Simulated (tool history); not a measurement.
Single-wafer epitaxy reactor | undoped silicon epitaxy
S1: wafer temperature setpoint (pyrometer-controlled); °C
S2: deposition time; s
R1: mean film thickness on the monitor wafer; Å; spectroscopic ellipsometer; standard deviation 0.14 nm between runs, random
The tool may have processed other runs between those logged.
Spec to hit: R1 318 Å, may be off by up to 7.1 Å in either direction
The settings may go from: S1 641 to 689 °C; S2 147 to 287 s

| run | hour | S1 | S2 | R1 |
|---|---|---|---|---|
| 1 | 0 | 665 | 217 | 583.2 |
| 2 | 6 | 658 | 210 | 478.35 |
| 3 | 10.9 | 653 | 208 | 415.42 |
| 4 | 19.3 | 653 | 239 | 478.74 |
| 5 | 24.2 | 660 | 239 | 568.38 |
| 6 | 26.7 | 654 | 231 | 472.67 |
| 7 | 32.6 | 650 | 226 | 418.14 |
| 8 | 36.3 | 647 | 223 | 385.62 |
| 9 | 38.8 | 645 | 220 | 363.67 |
| 10 | 42.5 | 644 | 217 | 345.42 |
|  | 43.6 | pyrometer calibrated |
| 11 | 43.6 | 643 | 216 | 297.18 |
| 12 | 47.4 | 644 | 216 | 310 |

Which one of the following 4 next-run settings gets every result inside its allowed miss? There is exactly one.
| A | 51.2 | 648 | 212 | ? |
| B | 51.2 | 644 | 211 | ? |
| C | 51.2 | 644 | 222 | ? |
| D | 51.2 | 642 | 246 | ? |

| move | R1 |
|---|---|
| A | 332.43 |
| B | 299.14 |
| C | 314.73 |
| D | 331.49 |
A: pushes the last run's worst result past its target
B: its largest miss is bigger than the last run's
C: each result inside its tolerance
D: pushes the last run's worst result past its target
Correct choice: C, which meets every target

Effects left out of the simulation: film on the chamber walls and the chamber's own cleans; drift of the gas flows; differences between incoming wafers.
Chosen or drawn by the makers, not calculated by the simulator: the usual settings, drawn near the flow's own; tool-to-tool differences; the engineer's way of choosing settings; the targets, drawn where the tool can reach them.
